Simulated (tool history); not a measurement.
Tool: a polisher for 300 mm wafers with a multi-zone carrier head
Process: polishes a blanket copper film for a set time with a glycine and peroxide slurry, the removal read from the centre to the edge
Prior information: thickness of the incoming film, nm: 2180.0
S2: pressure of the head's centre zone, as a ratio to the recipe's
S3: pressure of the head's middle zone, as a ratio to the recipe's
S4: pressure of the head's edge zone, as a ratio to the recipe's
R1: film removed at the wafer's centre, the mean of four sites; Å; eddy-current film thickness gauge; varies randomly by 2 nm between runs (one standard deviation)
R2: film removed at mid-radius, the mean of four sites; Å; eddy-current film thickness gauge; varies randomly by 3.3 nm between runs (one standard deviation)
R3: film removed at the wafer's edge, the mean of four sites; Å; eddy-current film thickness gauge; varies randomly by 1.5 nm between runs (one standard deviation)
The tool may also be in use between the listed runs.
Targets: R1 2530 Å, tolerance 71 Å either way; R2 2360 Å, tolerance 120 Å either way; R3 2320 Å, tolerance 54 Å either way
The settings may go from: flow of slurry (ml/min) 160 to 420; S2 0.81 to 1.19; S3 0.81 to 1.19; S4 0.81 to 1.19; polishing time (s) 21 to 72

{"run": 1, "hour": 0.0, "flow of slurry (ml/min)": 270, "S2": 1, "S3": 1, "S4": 1, "polishing time (s)": 46, "R1": 1671.8, "R2": 1703.1, "R3": 1703.7}
{"run": 2, "hour": 4.6, "flow of slurry (ml/min)": 285, "S2": 1.04, "S3": 1.03, "S4": 1.04, "polishing time (s)": 49, "R1": 1873.9, "R2": 1917.6, "R3": 1869.3}
{"run": 3, "hour": 12.6, "flow of slurry (ml/min)": 295, "S2": 1.08, "S3": 1.03, "S4": 1.07, "polishing time (s)": 51, "R1": 2050.8, "R2": 1993.9, "R3": 1984.5}
{"run": 4, "hour": 18.6, "flow of slurry (ml/min)": 295, "S2": 1.08, "S3": 1.11, "S4": 1.07, "polishing time (s)": 51, "R1": 2047.4, "R2": 2073.9, "R3": 1994}
{"run": 5, "hour": 23.7, "flow of slurry (ml/min)": 295, "S2": 1.02, "S3": 1.11, "S4": 1.07, "polishing time (s)": 51, "R1": 1897, "R2": 2097.8, "R3": 1960.8}
{"run": 6, "hour": 25.6, "flow of slurry (ml/min)": 295, "S2": 1.02, "S3": 1.11, "S4": 1.07, "polishing time (s)": 46, "R1": 1723.7, "R2": 1902, "R3": 1775.5}
{"run": 7, "hour": 33.9, "flow of slurry (ml/min)": 305, "S2": 1.06, "S3": 1.11, "S4": 1.1, "polishing time (s)": 48, "R1": 1907.4, "R2": 1933.6, "R3": 1912.3}
{"run": 8, "hour": 36.3, "flow of slurry (ml/min)": 350, "S2": 1.16, "S3": 1.19, "S4": 1.12, "polishing time (s)": 57, "R1": 2530.8, "R2": 2517.3, "R3": 2328.2}
{"run": 9, "hour": 41.7, "flow of slurry (ml/min)": 350, "S2": 1.16, "S3": 1.17, "S4": 1.12, "polishing time (s)": 57, "R1": 2567.6, "R2": 2493.5, "R3": 2275.4}
{"run": 10, "hour": 47.0, "flow of slurry (ml/min)": 340, "S2": 1.16, "S3": 1.16, "S4": 1.14, "polishing time (s)": 57, "R1": 2523.4, "R2": 2475.6, "R3": 2303.8}
{"run": 11, "hour": 51.0, "flow of slurry (ml/min)": 340, "S2": 1.16, "S3": 1.16, "S4": 1.14, "polishing time (s)": 57, "R1": 2524.1, "R2": 2495.1, "R3": 2301.1}

Which single option among these 4 for the next run brings every result within its allowed miss of target? Just one does.
{"run": "A", "hour": 55.0, "flow of slurry (ml/min)": 365, "S2": 1.19, "S3": 1.12, "S4": 1.18, "polishing time (s)": 55, "R1": "?", "R2": "?", "R3": "?"}
{"run": "B", "hour": 55.0, "flow of slurry (ml/min)": 355, "S2": 1.17, "S3": 1.19, "S4": 1.09, "polishing time (s)": 59, "R1": "?", "R2": "?", "R3": "?"}
{"run": "C", "hour": 55.0, "flow of slurry (ml/min)": 310, "S2": 1.1, "S3": 1.19, "S4": 0.95, "polishing time (s)": 62, "R1": "?", "R2": "?", "R3": "?"}
{"run": "D", "hour": 55.0, "flow of slurry (ml/min)": 365, "S2": 1.11, "S3": 1.17, "S4": 1.07, "polishing time (s)": 59, "R1": "?", "R2": "?", "R3": "?"}

move=A R1=2516.5 R2=2339.7 R3=2301.2
move=B R1=2642.9 R2=2634.3 R3=2360.5
move=C R1=2546.2 R2=2709 R3=2282.2
move=D R1=2517.7 R2=2607.6 R3=2346.5
A: all results land within tolerance of their targets
B: misses by more than the last run did
C: misses by more than the last run did
D: misses by more than the last run did
A is the move that brings every result within its allowed miss.

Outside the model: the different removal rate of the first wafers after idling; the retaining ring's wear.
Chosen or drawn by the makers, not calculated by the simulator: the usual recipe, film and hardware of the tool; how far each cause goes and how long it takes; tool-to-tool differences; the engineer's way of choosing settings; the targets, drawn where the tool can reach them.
